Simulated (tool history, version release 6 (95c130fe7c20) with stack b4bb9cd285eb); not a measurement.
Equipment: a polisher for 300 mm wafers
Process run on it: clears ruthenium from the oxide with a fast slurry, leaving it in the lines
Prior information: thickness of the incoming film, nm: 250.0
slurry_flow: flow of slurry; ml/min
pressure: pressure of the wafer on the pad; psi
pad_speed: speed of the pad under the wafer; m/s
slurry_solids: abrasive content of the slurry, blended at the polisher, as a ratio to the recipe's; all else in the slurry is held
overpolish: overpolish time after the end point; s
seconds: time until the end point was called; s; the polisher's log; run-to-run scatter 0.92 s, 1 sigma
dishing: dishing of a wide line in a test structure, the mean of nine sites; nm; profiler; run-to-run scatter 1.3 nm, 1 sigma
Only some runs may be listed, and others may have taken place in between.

run	hour	slurry_flow	pressure	pad_speed	slurry_solids	overpolish	seconds	dishing
1	0	180	2.3	1.06	1	19	84.068	48.951
2	7.3	180	2	1.06	1	19	95.511	44.163
3	13.6	180	2	1.16	1	19	86.852	48.397
4	16	180	2	1.16	1	22	86.092	54.548
5	18.3	180	2.1	1.16	1	22	85.478	57.877
6	22.7	180	2.1	1.16	1	15	81.878	41.832
7	27.7	180	2.2	1.16	1	17	80.158	49.006

What does the tool deliver on the next run?
8	32.5	180	2.3	1.16	1	18	?	?

seconds: 76.965 s
dishing: 51.002 nm
